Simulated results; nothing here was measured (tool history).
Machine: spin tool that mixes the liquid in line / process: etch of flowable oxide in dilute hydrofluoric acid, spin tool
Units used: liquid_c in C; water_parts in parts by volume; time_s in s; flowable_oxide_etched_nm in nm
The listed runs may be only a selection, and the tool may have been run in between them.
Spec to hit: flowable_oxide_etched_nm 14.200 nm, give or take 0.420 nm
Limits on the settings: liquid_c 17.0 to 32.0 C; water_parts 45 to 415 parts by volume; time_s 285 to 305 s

| run | day | liquid_c | water_parts | time_s | flowable_oxide_etched_nm |
|---|---|---|---|---|---|
| 1 | 0.000 | 24.0 | 230 | 285 | 19.804 |
| 2 | 0.238 | 23.5 | 230 | 285 | 19.692 |
| 3 | 0.392 | 25.0 | 230 | 285 | 20.981 |
| 4 | 0.667 | 25.0 | 230 | 285 | 20.764 |
| 5 | 0.758 | 22.0 | 230 | 285 | 18.673 |
| 6 | 0.879 | 22.0 | 310 | 285 | 12.625 |
| 7 | 1.238 | 22.5 | 310 | 285 | 12.912 |
| 8 | 1.571 | 24.0 | 310 | 285 | 13.713 |

Exactly one of the 4 candidate moves below puts every result within its allowed miss. Which one?
| A | 1.904 | 24.5 | 330 | 300 | ? |
| B | 1.904 | 23.5 | 320 | 295 | ? |
| C | 1.904 | 24.0 | 325 | 290 | ? |
| D | 1.904 | 22.5 | 305 | 305 | ? |

| move | flowable_oxide_etched_nm |
|---|---|
| A | 13.385 |
| B | 13.254 |
| C | 12.984 |
| D | 14.099 |
A: the biggest miss grows against the last run
B: the biggest miss grows against the last run
C: the biggest miss grows against the last run
D: meets every target
So the answer is move D, the one that meets all the targets.

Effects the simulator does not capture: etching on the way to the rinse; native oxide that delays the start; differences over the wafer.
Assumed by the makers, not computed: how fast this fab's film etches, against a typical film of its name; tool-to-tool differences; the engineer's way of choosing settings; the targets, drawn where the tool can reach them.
